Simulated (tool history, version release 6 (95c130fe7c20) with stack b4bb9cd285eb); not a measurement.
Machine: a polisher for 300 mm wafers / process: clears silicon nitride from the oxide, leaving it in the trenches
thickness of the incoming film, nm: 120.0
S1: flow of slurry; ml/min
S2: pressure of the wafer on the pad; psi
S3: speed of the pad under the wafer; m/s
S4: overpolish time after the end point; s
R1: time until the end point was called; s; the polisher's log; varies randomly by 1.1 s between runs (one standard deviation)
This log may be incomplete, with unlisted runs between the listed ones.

Run 1, hour 0.0: S1 195 ml/min, S2 3.5 psi, S3 1.18 m/s, S4 23 s. Result: R1 93.213 s.
Run 2, hour 1.0: S1 195 ml/min, S2 3.5 psi, S3 1.18 m/s, S4 23 s. Result: R1 95.363 s.
Run 3, hour 2.8: S1 195 ml/min, S2 2.9 psi, S3 1.18 m/s, S4 23 s. Result: R1 111.960 s.
Run 4, hour 10.6: S1 195 ml/min, S2 3.3 psi, S3 1.18 m/s, S4 23 s. Result: R1 96.810 s.
Run 5, hour 12.4: S1 195 ml/min, S2 3.3 psi, S3 1.04 m/s, S4 23 s. Result: R1 115.090 s.
Run 6, hour 16.8: S1 195 ml/min, S2 3.7 psi, S3 1.06 m/s, S4 23 s. Result: R1 98.877 s.
Run 7, hour 21.4: S1 195 ml/min, S2 4.0 psi, S3 1.08 m/s, S4 23 s. Result: R1 90.936 s.

Estimate the outcome of run 8 from the log above:
Run 8, hour 22.6: S1 195 ml/min, S2 4.3 psi, S3 1.10 m/s, S4 23 s. Result: R1 ?.

{"run 8": {"R1": 82.679}}
